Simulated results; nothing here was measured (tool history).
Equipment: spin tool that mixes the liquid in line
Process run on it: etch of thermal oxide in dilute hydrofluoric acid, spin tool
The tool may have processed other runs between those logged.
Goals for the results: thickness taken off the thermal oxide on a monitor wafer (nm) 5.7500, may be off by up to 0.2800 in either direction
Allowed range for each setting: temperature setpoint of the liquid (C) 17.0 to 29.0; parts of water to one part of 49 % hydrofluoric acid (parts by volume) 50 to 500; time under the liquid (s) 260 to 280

run  hour  temperature setpoint of the liquid (C)  parts of water to one part of 49 % hydrofluoric acid (parts by volume)  time under the liquid (s)  thickness taken off the thermal oxide on a monitor wafer (nm)
  1   0.0                                    21.0                                                                     275                        260                                                         3.1212
  2   8.6                                    21.0                                                                     275                        260                                                         3.0910
  3  12.7                                    21.0                                                                     325                        260                                                         2.5280
  4  16.9                                    21.0                                                                     325                        280                                                         2.7103
  5  19.3                                    21.0                                                                     325                        280                                                         2.7267
  6  21.1                                    22.5                                                                     300                        280                                                         3.1723
  7  26.9                                    23.5                                                                     275                        280                                                         3.8338
  8  29.4                                    24.5                                                                     265                        280                                                         3.9474
  9  36.9                                    25.0                                                                     250                        280                                                         4.3625
 10  41.8                                    25.5                                                                     240                        280                                                         4.7700
 11  43.8                                    25.5                                                                     240                        280                                                         4.7063

5 next moves are on the table. One of them brings every result within its allowed miss. Which?
  A  45.8                                    27.0                                                                     215                        280                                                              ?
  B  45.8                                    28.0                                                                     205                        280                                                              ?
  C  45.8                                    25.0                                                                     190                        280                                                              ?
  D  45.8                                    25.5                                                                     185                        280                                                              ?
  E  45.8                                    24.5                                                                     215                        280                                                              ?

move  thickness taken off the thermal oxide on a monitor wafer (nm)
   A                                                         5.6475
   B                                                         6.2068
   C                                                         6.1147
   D                                                         6.4325
   E                                                         5.1630
A: meets every target
B: takes the result that was furthest off past its target
C: takes the result that was furthest off past its target
D: takes the result that was furthest off past its target
E: closes in on the targets versus the last run, not all within tolerance yet
Go with A: it meets all targets.
